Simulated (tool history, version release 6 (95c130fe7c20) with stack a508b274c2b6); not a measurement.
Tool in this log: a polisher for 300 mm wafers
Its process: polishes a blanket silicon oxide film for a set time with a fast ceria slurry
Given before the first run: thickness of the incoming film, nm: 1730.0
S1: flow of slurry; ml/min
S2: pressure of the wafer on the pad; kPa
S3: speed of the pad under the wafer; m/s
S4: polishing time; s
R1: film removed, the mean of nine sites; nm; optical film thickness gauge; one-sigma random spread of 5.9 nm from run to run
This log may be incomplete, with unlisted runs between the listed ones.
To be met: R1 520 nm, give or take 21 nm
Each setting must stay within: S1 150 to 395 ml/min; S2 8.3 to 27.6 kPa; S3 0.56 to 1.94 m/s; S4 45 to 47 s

run	day	S1	S2	S3	S4	R1
1	0	250	17.9	1.24	45	702.98
2	0.342	250	17.2	1.24	45	680.51
3	0.675	250	16.5	1.24	45	654.84
4	0.817	195	16.5	1.24	45	637.71
5	0.896	195	20	1.24	45	760.66
6	1.071	225	20	1.24	45	782.62
7	1.408	225	19.3	1.24	45	763.54
8	1.446	225	18.6	1.24	45	736.73
9	1.592	225	17.9	1.24	45	696.6
10	1.875	225	17.2	1.24	45	682.4
11	1.967	225	16.5	1.24	45	659.36
12	2.283	225	15.9	1.24	45	623.86
13	2.654	225	15.9	1.24	45	626.63
14	2.779	225	15.2	1.24	45	598.12
15	2.838	225	13.8	1.24	45	547.92

Pick the move, out of 5, that brings all results within their allowed miss; only one does.
A	2.896	235	12.4	1.2	45	?
B	2.896	205	15.2	1.2	47	?
C	2.896	225	15.2	1.1	47	?
D	2.896	280	12.4	1.22	47	?
E	2.896	225	16.5	1.02	47	?

move	R1
A	481.62
B	601.39
C	558.58
D	519.51
E	565.13
A: takes the biggest miss from the last run beyond its target
B: misses by more than the last run did
C: misses by more than the last run did
D: all results in spec
E: misses by more than the last run did
D meets every target.
